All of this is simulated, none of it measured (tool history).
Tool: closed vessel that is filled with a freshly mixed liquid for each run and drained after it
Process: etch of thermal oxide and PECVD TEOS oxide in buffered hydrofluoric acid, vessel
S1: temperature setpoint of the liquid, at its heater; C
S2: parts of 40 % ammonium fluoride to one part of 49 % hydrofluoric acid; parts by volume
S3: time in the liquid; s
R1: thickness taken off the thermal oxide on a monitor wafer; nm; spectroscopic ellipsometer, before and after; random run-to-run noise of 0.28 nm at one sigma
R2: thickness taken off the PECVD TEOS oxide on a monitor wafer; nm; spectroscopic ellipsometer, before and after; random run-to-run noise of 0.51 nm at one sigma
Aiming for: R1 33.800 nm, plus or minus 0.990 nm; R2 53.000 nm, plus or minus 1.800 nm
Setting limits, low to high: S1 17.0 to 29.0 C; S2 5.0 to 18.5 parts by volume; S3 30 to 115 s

run,hour,S1,S2,S3,R1,R2
1,0.0,21.0,11.5,60,57.831,90.100
2,8.7,20.0,12.5,60,50.007,79.020
3,9.6,19.5,13.5,60,46.273,72.118
4,17.0,19.0,14.0,60,42.880,66.909
5,19.2,18.5,14.5,60,40.644,63.511
6,28.0,18.0,15.0,60,38.056,59.710
# hour 36.9: thermometer replaced
7,36.9,17.5,15.5,60,31.177,49.539
8,40.7,18.0,15.5,60,32.575,50.430

Next run, 5 choices. One meets every target within its allowed miss, the rest don't. Which?
A,44.5,17.5,14.5,55,?,?
B,44.5,18.5,18.0,65,?,?
C,44.5,19.5,17.5,65,?,?
D,44.5,18.5,16.0,60,?,?
E,44.5,17.0,14.0,55,?,?

move,R1,R2
A,30.503,48.544
B,30.833,49.069
C,33.545,53.385
D,31.969,50.876
E,30.685,48.834
A: its largest miss is bigger than the last run's
B: its largest miss is bigger than the last run's
C: all results in spec
D: its largest miss is bigger than the last run's
E: its largest miss is bigger than the last run's
The right move is C.
